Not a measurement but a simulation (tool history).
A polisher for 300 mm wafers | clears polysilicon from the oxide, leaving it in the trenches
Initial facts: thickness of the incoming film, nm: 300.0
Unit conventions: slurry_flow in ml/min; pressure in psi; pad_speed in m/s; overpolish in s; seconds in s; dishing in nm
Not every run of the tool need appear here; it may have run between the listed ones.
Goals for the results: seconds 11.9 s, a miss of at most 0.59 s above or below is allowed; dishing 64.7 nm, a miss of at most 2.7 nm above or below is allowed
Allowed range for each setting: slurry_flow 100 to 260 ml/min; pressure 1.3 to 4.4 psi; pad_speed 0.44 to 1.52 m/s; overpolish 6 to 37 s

Run 1, day 0: slurry_flow 165 ml/min, pressure 2.8 psi, pad_speed 0.98 m/s, overpolish 19 s. Result: seconds 22.613 s, dishing 64.66 nm.
Run 2, day 0.304: slurry_flow 165 ml/min, pressure 2.8 psi, pad_speed 0.88 m/s, overpolish 19 s. Result: seconds 24.971 s, dishing 63.093 nm.
Run 3, day 0.65: slurry_flow 165 ml/min, pressure 2.8 psi, pad_speed 0.78 m/s, overpolish 19 s. Result: seconds 28.359 s, dishing 62.63 nm.
Run 4, day 0.738: slurry_flow 170 ml/min, pressure 3.3 psi, pad_speed 0.86 m/s, overpolish 16 s. Result: seconds 22.283 s, dishing 64.063 nm.
Run 5, day 0.867: slurry_flow 170 ml/min, pressure 2.6 psi, pad_speed 0.86 m/s, overpolish 16 s. Result: seconds 26.62 s, dishing 61.854 nm.
Run 6, day 1.033: slurry_flow 170 ml/min, pressure 2.6 psi, pad_speed 1.06 m/s, overpolish 16 s. Result: seconds 21.684 s, dishing 63.723 nm.
Run 7, day 1.188: slurry_flow 185 ml/min, pressure 3.1 psi, pad_speed 1.08 m/s, overpolish 13 s. Result: seconds 18.313 s, dishing 62.406 nm.
Run 8, day 1.312: slurry_flow 185 ml/min, pressure 3.5 psi, pad_speed 1.1 m/s, overpolish 13 s. Result: seconds 16.38 s, dishing 64.615 nm.
Run 9, day 1.679: slurry_flow 190 ml/min, pressure 3.8 psi, pad_speed 1.12 m/s, overpolish 11 s. Result: seconds 14.533 s, dishing 64.954 nm.
Run 10, day 1.825: slurry_flow 190 ml/min, pressure 4.4 psi, pad_speed 1.14 m/s, overpolish 6 s. Result: seconds 12.553 s, dishing 59.874 nm.

Which one of the following 5 next-run settings gets every result inside its allowed miss? There is exactly one.
Run A, day 1.971: slurry_flow 215 ml/min, pressure 3.5 psi, pad_speed 1.46 m/s, overpolish 13 s. Result: seconds ?, dishing ?.
Run B, day 1.971: slurry_flow 185 ml/min, pressure 4.4 psi, pad_speed 1.2 m/s, overpolish 6 s. Result: seconds ?, dishing ?.
Run C, day 1.971: slurry_flow 220 ml/min, pressure 4.3 psi, pad_speed 1.1 m/s, overpolish 6 s. Result: seconds ?, dishing ?.
Run D, day 1.971: slurry_flow 230 ml/min, pressure 3.9 psi, pad_speed 1.16 m/s, overpolish 13 s. Result: seconds ?, dishing ?.
Run E, day 1.971: slurry_flow 195 ml/min, pressure 4 psi, pad_speed 1.18 m/s, overpolish 14 s. Result: seconds ?, dishing ?.

move  seconds  dishing
   A   11.923   64.957
   B   11.888    60.06
   C   12.907   58.915
   D   13.369   64.736
   E   13.123   64.923
A: all results in spec
B: no nearer and no further than the last run
C: lands further from the targets than the last run did
D: brings the result that was furthest off to its target, and leaves another outside
E: brings the result that was furthest off to its target, and leaves another outside
Correct choice: A, which meets every target

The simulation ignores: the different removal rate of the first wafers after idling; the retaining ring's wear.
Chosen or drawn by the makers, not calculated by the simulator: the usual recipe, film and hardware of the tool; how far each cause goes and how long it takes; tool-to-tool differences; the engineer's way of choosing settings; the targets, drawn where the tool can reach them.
